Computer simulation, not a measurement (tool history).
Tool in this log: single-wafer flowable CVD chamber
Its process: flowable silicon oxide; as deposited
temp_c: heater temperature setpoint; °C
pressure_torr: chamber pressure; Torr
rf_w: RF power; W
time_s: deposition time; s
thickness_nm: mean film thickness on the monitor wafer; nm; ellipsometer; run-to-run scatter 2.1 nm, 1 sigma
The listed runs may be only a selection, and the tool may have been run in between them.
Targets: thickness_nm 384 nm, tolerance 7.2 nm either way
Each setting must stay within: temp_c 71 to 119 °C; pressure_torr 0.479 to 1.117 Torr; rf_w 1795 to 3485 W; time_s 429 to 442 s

run 1 hour=0 | temp_c=95 pressure_torr=0.798 rf_w=2640 time_s=429 | thickness_nm=317.19
run 2 hour=6.1 | temp_c=95 pressure_torr=0.712 rf_w=2640 time_s=429 | thickness_nm=281.78
run 3 hour=13.5 | temp_c=95 pressure_torr=0.712 rf_w=2640 time_s=429 | thickness_nm=282.67
run 4 hour=21.9 | temp_c=95 pressure_torr=0.844 rf_w=2640 time_s=429 | thickness_nm=332.26
run 5 hour=25.8 | temp_c=95 pressure_torr=0.844 rf_w=2640 time_s=429 | thickness_nm=334.18
run 6 hour=29.1 | temp_c=94 pressure_torr=0.844 rf_w=2640 time_s=429 | thickness_nm=346.45
run 7 hour=32.4 | temp_c=93 pressure_torr=0.844 rf_w=2640 time_s=429 | thickness_nm=353.17
run 8 hour=35.3 | temp_c=92 pressure_torr=0.844 rf_w=2640 time_s=429 | thickness_nm=364.82
run 9 hour=36.4 | temp_c=91 pressure_torr=0.844 rf_w=2640 time_s=429 | thickness_nm=375.42

4 candidate next runs follow, results not yet known. Just one meets every target within its allowed miss. Identify it.
run A hour=37.5 | temp_c=93 pressure_torr=0.871 rf_w=2740 time_s=429 | thickness_nm=?
run B hour=37.5 | temp_c=94 pressure_torr=0.907 rf_w=2570 time_s=429 | thickness_nm=?
run C hour=37.5 | temp_c=91 pressure_torr=0.844 rf_w=2795 time_s=437 | thickness_nm=?
run D hour=37.5 | temp_c=94 pressure_torr=0.86 rf_w=2755 time_s=439 | thickness_nm=?

move=A thickness_nm=365.24
move=B thickness_nm=367.16
move=C thickness_nm=383.41
move=D thickness_nm=358.61
A: lands further from the targets than the last run did
B: lands further from the targets than the last run did
C: each result inside its tolerance
D: lands further from the targets than the last run did
Correct choice: C, which meets every target
